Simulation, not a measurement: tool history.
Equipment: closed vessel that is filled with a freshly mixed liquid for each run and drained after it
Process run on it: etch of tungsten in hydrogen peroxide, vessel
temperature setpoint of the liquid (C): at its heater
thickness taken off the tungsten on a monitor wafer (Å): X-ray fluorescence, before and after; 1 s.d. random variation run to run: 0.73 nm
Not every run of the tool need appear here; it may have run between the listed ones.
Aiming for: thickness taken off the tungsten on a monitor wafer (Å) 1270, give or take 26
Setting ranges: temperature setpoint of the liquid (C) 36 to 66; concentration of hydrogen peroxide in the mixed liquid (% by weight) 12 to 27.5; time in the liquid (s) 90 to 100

run,day,temperature setpoint of the liquid (C),concentration of hydrogen peroxide in the mixed liquid (% by weight),time in the liquid (s),thickness taken off the tungsten on a monitor wafer (Å)
1,0,52,18.5,90,2355.6
2,0.188,52,21,90,2529.7
3,0.546,45.5,21,90,1690.4
4,0.746,51,21,90,2373.1
5,0.783,51,24,90,2543.1
6,0.908,47,24,90,1962.2
7,0.95,47,24,90,1955.3
8,1.15,45.5,24,90,1799.5
9,1.212,44.5,24,90,1700
10,1.517,43.5,24,90,1584.8

Exercise: of the 4 proposed moves below, exactly one satisfies all targets within the stated allowed misses. Which move is it?
A,1.821,37,27,90,?
B,1.821,40.5,23,90,?
C,1.821,47,24.5,95,?
D,1.821,45,24,100,?

move,thickness taken off the tungsten on a monitor wafer (Å)
A,1105
B,1283.2
C,2113.1
D,1942.2
A: carries the result that was furthest off beyond its target, to the other side
B: every result within its allowed miss
C: lands further from the targets than the last run did
D: lands further from the targets than the last run did
B meets every target.
